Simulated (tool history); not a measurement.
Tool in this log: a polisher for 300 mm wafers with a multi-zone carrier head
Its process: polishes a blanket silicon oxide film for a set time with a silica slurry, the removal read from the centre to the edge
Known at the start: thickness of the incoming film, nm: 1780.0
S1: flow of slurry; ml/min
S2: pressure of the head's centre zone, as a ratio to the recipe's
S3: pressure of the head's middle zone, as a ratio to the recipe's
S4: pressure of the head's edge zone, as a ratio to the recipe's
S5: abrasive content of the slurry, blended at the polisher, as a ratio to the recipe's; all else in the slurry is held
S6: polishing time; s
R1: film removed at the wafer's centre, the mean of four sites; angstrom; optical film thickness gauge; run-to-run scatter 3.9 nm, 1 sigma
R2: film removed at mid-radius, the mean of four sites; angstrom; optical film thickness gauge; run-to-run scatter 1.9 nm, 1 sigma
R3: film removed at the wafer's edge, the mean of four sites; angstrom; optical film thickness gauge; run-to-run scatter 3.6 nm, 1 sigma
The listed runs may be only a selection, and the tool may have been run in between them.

{"run": 1, "day": 0.0, "S1": 140, "S2": 1.0, "S3": 1.0, "S4": 1.0, "S5": 1.0, "S6": 64, "R1": 1865.8, "R2": 1920.9, "R3": 1918.9}
{"run": 2, "day": 0.258, "S1": 140, "S2": 1.0, "S3": 1.0, "S4": 1.0, "S5": 1.0, "S6": 54, "R1": 1608.6, "R2": 1652.2, "R3": 1588.4}
{"run": 3, "day": 0.6, "S1": 140, "S2": 1.0, "S3": 1.0, "S4": 1.0, "S5": 1.0, "S6": 62, "R1": 1862.8, "R2": 1885.8, "R3": 1877.0}
{"run": 4, "day": 0.696, "S1": 140, "S2": 1.0, "S3": 1.06, "S4": 1.0, "S5": 1.0, "S6": 62, "R1": 1836.7, "R2": 1967.2, "R3": 1872.9}
{"run": 5, "day": 0.754, "S1": 140, "S2": 1.0, "S3": 1.06, "S4": 0.97, "S5": 1.0, "S6": 62, "R1": 1859.5, "R2": 1958.6, "R3": 1815.5}
{"run": 6, "day": 0.779, "S1": 140, "S2": 1.07, "S3": 1.06, "S4": 0.97, "S5": 1.0, "S6": 62, "R1": 1912.2, "R2": 1979.4, "R3": 1856.2}
{"run": 7, "day": 1.146, "S1": 155, "S2": 1.09, "S3": 1.09, "S4": 0.97, "S5": 1.1, "S6": 62, "R1": 2088.7, "R2": 2163.7, "R3": 1927.1}
{"run": 8, "day": 1.296, "S1": 155, "S2": 1.09, "S3": 1.09, "S4": 0.97, "S5": 1.1, "S6": 62, "R1": 2066.8, "R2": 2151.6, "R3": 1926.9}

The next listed run, before its measurement:
{"run": 9, "day": 1.496, "S1": 195, "S2": 1.14, "S3": 1.19, "S4": 1.07, "S5": 1.35, "S6": 63, "R1": "?", "R2": "?", "R3": "?"}

Run 9 came out at R1 2522.8 angstrom, R2 2655.4 angstrom, R3 2360.6 angstrom.
